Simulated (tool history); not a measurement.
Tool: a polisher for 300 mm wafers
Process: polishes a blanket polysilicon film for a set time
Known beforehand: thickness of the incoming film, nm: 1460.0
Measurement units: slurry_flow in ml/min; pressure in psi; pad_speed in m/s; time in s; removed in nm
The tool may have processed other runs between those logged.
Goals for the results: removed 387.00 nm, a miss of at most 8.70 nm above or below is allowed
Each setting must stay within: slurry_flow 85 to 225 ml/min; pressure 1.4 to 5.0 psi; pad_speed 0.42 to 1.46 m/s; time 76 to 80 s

| run | hour | slurry_flow | pressure | pad_speed | time | removed |
|---|---|---|---|---|---|---|
| 1 | 0.0 | 145 | 3.2 | 0.94 | 76 | 670.67 |
| 2 | 8.9 | 145 | 2.5 | 0.94 | 76 | 526.17 |
| 3 | 13.9 | 120 | 2.5 | 0.94 | 76 | 504.18 |
| 4 | 16.2 | 115 | 2.4 | 0.94 | 76 | 482.05 |
| 5 | 20.6 | 115 | 1.6 | 0.94 | 76 | 328.14 |
| 6 | 29.2 | 125 | 1.6 | 0.94 | 76 | 338.78 |
| 7 | 35.3 | 135 | 1.6 | 0.94 | 76 | 339.83 |
| 8 | 38.8 | 140 | 1.6 | 0.94 | 76 | 343.86 |
| 9 | 45.8 | 150 | 1.6 | 0.94 | 76 | 345.45 |
| 10 | 47.1 | 150 | 1.6 | 0.94 | 76 | 345.01 |
| 11 | 48.8 | 150 | 1.6 | 0.94 | 76 | 348.39 |

Which of these 4 next moves meets every target?
| A | 50.5 | 170 | 1.6 | 1.08 | 79 | ? |
| B | 50.5 | 155 | 1.5 | 0.94 | 76 | ? |
| C | 50.5 | 140 | 1.4 | 0.98 | 76 | ? |
| D | 50.5 | 160 | 1.7 | 0.98 | 76 | ? |

| move | removed |
|---|---|
| A | 411.00 |
| B | 324.37 |
| C | 310.04 |
| D | 380.51 |
A: takes the result that was furthest off past its target
B: the biggest miss grows against the last run
C: the biggest miss grows against the last run
D: every result within its allowed miss
So the answer is move D, the one that meets all the targets.
